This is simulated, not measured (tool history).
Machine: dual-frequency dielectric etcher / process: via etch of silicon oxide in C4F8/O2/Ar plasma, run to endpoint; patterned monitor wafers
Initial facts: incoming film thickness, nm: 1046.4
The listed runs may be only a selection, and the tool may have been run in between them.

run	hour	source power (W)	bias power (W)	endpoint time (s)
1	0	1700	2827	196.81
2	7.7	1460	2827	205.84
3	16.2	1460	2482	214.58
4	21.7	1230	2482	223.59
5	24.6	1470	2625	210.9
6	29.1	1260	2625	220.41
7	31.8	1470	2734	208.76
8	36.3	1630	2824	199.25
9	44.5	1740	2881	195.84

The next listed run, before its measurement:
10	51.5	1840	2947	?

endpoint time (s): 189.92

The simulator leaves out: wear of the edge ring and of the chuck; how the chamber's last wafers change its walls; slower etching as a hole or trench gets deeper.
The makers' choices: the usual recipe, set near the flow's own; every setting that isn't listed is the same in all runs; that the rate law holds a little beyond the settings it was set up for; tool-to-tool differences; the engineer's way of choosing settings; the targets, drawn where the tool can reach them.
